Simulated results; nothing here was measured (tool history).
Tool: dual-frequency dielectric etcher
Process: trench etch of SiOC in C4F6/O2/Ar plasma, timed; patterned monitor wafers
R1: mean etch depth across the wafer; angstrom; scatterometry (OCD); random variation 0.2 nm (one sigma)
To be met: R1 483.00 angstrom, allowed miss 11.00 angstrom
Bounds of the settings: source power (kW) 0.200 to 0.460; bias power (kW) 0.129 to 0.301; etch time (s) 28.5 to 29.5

Run 1, hour 0.0: source power (kW) 0.330, bias power (kW) 0.215, etch time (s) 28.5. Result: R1 593.18 angstrom.
Run 2, hour 3.1: source power (kW) 0.310, bias power (kW) 0.207, etch time (s) 28.5. Result: R1 565.58 angstrom.
Run 3, hour 9.2: source power (kW) 0.310, bias power (kW) 0.223, etch time (s) 28.5. Result: R1 590.85 angstrom.
Run 4, hour 14.2: source power (kW) 0.290, bias power (kW) 0.215, etch time (s) 28.5. Result: R1 559.11 angstrom.
Run 5, hour 22.9: source power (kW) 0.290, bias power (kW) 0.215, etch time (s) 29.5. Result: R1 583.37 angstrom.
Run 6, hour 25.1: source power (kW) 0.340, bias power (kW) 0.215, etch time (s) 29.5. Result: R1 620.43 angstrom.
Run 7, hour 31.9: source power (kW) 0.320, bias power (kW) 0.205, etch time (s) 29.5. Result: R1 588.71 angstrom.
Run 8, hour 38.6: source power (kW) 0.300, bias power (kW) 0.200, etch time (s) 29.5. Result: R1 566.03 angstrom.

Which of these 4 next moves meets every target?
Run A, hour 45.3: source power (kW) 0.270, bias power (kW) 0.157, etch time (s) 28.5. Result: R1 ?.
Run B, hour 45.3: source power (kW) 0.270, bias power (kW) 0.176, etch time (s) 28.5. Result: R1 ?.
Run C, hour 45.3: source power (kW) 0.280, bias power (kW) 0.158, etch time (s) 28.5. Result: R1 ?.
Run D, hour 45.3: source power (kW) 0.300, bias power (kW) 0.185, etch time (s) 28.5. Result: R1 ?.

move      R1
   A  454.44
   B  486.53
   C  463.28
   D  523.00
A: takes the result that was furthest off past its target
B: meets every target
C: takes the result that was furthest off past its target
D: nearer than the last run, and not there yet
The right move is B.
